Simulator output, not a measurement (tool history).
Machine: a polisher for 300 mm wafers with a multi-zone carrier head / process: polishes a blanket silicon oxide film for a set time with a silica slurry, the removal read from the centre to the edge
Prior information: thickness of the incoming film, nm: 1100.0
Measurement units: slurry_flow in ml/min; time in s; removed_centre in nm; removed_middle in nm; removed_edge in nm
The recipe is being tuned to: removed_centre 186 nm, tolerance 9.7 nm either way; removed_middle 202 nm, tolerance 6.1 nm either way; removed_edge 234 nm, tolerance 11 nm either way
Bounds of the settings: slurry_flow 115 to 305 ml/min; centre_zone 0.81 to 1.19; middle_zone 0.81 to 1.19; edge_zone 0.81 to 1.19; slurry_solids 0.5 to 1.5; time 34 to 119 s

| run | hour | slurry_flow | centre_zone | middle_zone | edge_zone | slurry_solids | time | removed_centre | removed_middle | removed_edge |
|---|---|---|---|---|---|---|---|---|---|---|
| 1 | 0 | 195 | 1 | 1 | 1 | 1 | 76 | 252.3 | 253.04 | 247.71 |
| 2 | 7.3 | 180 | 0.94 | 0.95 | 1.02 | 0.95 | 76 | 232.81 | 236.84 | 243.33 |
| 3 | 15.4 | 180 | 0.94 | 0.95 | 1.02 | 0.95 | 59 | 178.71 | 182.45 | 186.18 |
| 4 | 18.7 | 180 | 0.94 | 0.95 | 1.02 | 0.95 | 44 | 132.51 | 136.49 | 137.34 |
| 5 | 26.7 | 180 | 0.9 | 0.93 | 1.07 | 1.15 | 48 | 150.77 | 150.65 | 161.71 |
| 6 | 28.4 | 180 | 0.9 | 0.93 | 1.07 | 1.05 | 48 | 141.16 | 151.16 | 158.85 |
| 7 | 32.2 | 185 | 0.88 | 0.93 | 1.11 | 1.2 | 52 | 160.97 | 168.4 | 183.37 |
| 8 | 38.2 | 185 | 0.88 | 0.93 | 1.11 | 1.2 | 52 | 161.28 | 167.76 | 190.17 |
| 9 | 40.4 | 210 | 0.89 | 0.96 | 1.14 | 1.25 | 52 | 167.88 | 179.07 | 189.03 |
| 10 | 47 | 200 | 0.87 | 0.96 | 1.15 | 1.35 | 54 | 168.13 | 191.41 | 204.11 |
| 11 | 48.5 | 200 | 0.87 | 0.94 | 1.16 | 1.4 | 55 | 175.63 | 192.51 | 210.62 |
| 12 | 52.9 | 200 | 0.86 | 0.93 | 1.17 | 1.45 | 56 | 181.61 | 197.37 | 215.85 |

Which one of the following 5 next-run settings gets every result inside its allowed miss? There is exactly one.
| A | 57.3 | 125 | 0.82 | 0.86 | 1.08 | 1.45 | 64 | ? | ? | ? |
| B | 57.3 | 145 | 0.94 | 1.07 | 1.19 | 1.45 | 56 | ? | ? | ? |
| C | 57.3 | 235 | 0.95 | 0.95 | 1.08 | 1.35 | 52 | ? | ? | ? |
| D | 57.3 | 225 | 0.81 | 0.88 | 1.19 | 1.45 | 56 | ? | ? | ? |
| E | 57.3 | 275 | 0.84 | 0.91 | 1.19 | 1.3 | 59 | ? | ? | ? |

| move | removed_centre | removed_middle | removed_edge |
|---|---|---|---|
| A | 176.6 | 192.29 | 226.11 |
| B | 185.39 | 209.66 | 210.86 |
| C | 187.32 | 187.72 | 196.36 |
| D | 174.11 | 192.63 | 223.91 |
| E | 189.55 | 207.19 | 232.77 |
A: the furthest-off result lands on target, but another misses its tolerance
B: lands further from the targets than the last run did
C: lands further from the targets than the last run did
D: the furthest-off result lands on target, but another misses its tolerance
E: in spec on every target
Answer: E

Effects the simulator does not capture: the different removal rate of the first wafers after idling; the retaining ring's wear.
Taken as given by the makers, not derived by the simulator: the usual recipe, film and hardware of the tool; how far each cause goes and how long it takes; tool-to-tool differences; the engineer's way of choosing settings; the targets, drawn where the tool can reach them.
